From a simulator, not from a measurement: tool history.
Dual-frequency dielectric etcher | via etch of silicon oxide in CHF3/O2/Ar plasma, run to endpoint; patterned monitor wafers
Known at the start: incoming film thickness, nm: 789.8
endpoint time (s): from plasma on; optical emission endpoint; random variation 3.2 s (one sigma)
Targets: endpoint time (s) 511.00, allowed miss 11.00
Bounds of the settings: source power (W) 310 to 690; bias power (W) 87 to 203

Run 1, hour 0.0: source power (W) 500, bias power (W) 145. Result: endpoint time (s) 444.81.
Run 2, hour 2.9: source power (W) 450, bias power (W) 141. Result: endpoint time (s) 473.08.
Run 3, hour 6.3: source power (W) 450, bias power (W) 153. Result: endpoint time (s) 455.13.
Run 4, hour 13.7: source power (W) 490, bias power (W) 153. Result: endpoint time (s) 442.74.
Run 5, hour 15.6: source power (W) 420, bias power (W) 153. Result: endpoint time (s) 471.99.
Run 6, hour 22.0: source power (W) 400, bias power (W) 151. Result: endpoint time (s) 482.99.
Run 7, hour 29.3: source power (W) 400, bias power (W) 151. Result: endpoint time (s) 486.11.
Run 8, hour 34.1: source power (W) 390, bias power (W) 150. Result: endpoint time (s) 493.06.
Run 9, hour 43.3: source power (W) 380, bias power (W) 149. Result: endpoint time (s) 496.58.
Run 10, hour 49.8: source power (W) 340, bias power (W) 146. Result: endpoint time (s) 527.28.
Run 11, hour 56.0: source power (W) 350, bias power (W) 146. Result: endpoint time (s) 525.08.

Which of these 4 next moves meets every target?
Run A, hour 62.2: source power (W) 330, bias power (W) 141. Result: endpoint time (s) ?.
Run B, hour 62.2: source power (W) 390, bias power (W) 150. Result: endpoint time (s) ?.
Run C, hour 62.2: source power (W) 380, bias power (W) 143. Result: endpoint time (s) ?.
Run D, hour 62.2: source power (W) 310, bias power (W) 154. Result: endpoint time (s) ?.

move  endpoint time (s)
   A             543.09
   B             489.99
   C             506.75
   D             535.74
A: further off than the last run
B: takes the result that was furthest off past its target
C: meets every target
D: further off than the last run
Answer: C
